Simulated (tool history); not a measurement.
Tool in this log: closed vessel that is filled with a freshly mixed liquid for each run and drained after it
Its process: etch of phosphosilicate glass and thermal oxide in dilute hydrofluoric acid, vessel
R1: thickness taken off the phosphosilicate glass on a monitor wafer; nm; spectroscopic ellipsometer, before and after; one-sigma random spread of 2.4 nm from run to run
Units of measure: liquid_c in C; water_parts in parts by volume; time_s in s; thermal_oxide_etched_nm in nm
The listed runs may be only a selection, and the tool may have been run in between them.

{"run": 1, "hour": 0.0, "liquid_c": 24, "water_parts": 50, "time_s": 60, "R1": 137.19, "thermal_oxide_etched_nm": 5.2602}
{"run": 2, "hour": 8.2, "liquid_c": 25, "water_parts": 50, "time_s": 60, "R1": 143.6, "thermal_oxide_etched_nm": 5.4534}
{"run": 3, "hour": 9.4, "liquid_c": 26.5, "water_parts": 45, "time_s": 60, "R1": 171.15, "thermal_oxide_etched_nm": 6.5107}
{"run": 4, "hour": 15.8, "liquid_c": 27.5, "water_parts": 40, "time_s": 60, "R1": 201.59, "thermal_oxide_etched_nm": 7.5751}
{"hour": 23.7, "done": "hydrofluoric acid flow meter replaced"}
{"run": 5, "hour": 23.7, "liquid_c": 27.5, "water_parts": 40, "time_s": 40, "R1": 144.33, "thermal_oxide_etched_nm": 5.4743}
{"run": 6, "hour": 26.2, "liquid_c": 27.5, "water_parts": 55, "time_s": 40, "R1": 103.04, "thermal_oxide_etched_nm": 3.8084}
{"run": 7, "hour": 28.9, "liquid_c": 28.5, "water_parts": 45, "time_s": 40, "R1": 133.07, "thermal_oxide_etched_nm": 4.966}
{"run": 8, "hour": 34.9, "liquid_c": 29.5, "water_parts": 40, "time_s": 45, "R1": 175.8, "thermal_oxide_etched_nm": 6.5673}
{"run": 9, "hour": 43.6, "liquid_c": 29.5, "water_parts": 40, "time_s": 45, "R1": 172.19, "thermal_oxide_etched_nm": 6.5962}
{"run": 10, "hour": 51.6, "liquid_c": 30, "water_parts": 35, "time_s": 45, "R1": 205.8, "thermal_oxide_etched_nm": 7.785}
{"run": 11, "hour": 52.7, "liquid_c": 30, "water_parts": 35, "time_s": 45, "R1": 206.12, "thermal_oxide_etched_nm": 7.8096}
{"run": 12, "hour": 60.3, "liquid_c": 32, "water_parts": 20, "time_s": 50, "R1": 443.64, "thermal_oxide_etched_nm": 16.744}
{"run": 13, "hour": 68.9, "liquid_c": 31, "water_parts": 20, "time_s": 50, "R1": 430.13, "thermal_oxide_etched_nm": 16.263}
{"run": 14, "hour": 77.9, "liquid_c": 27, "water_parts": 20, "time_s": 50, "R1": 359.51, "thermal_oxide_etched_nm": 13.656}

Run 15, settings as shown, results not yet in. Your forecast:
{"run": 15, "hour": 82.0, "liquid_c": 26.5, "water_parts": 20, "time_s": 50, "R1": "?", "thermal_oxide_etched_nm": "?"}

Run 15 yielded R1 353.98 nm, thermal_oxide_etched_nm 13.351 nm.
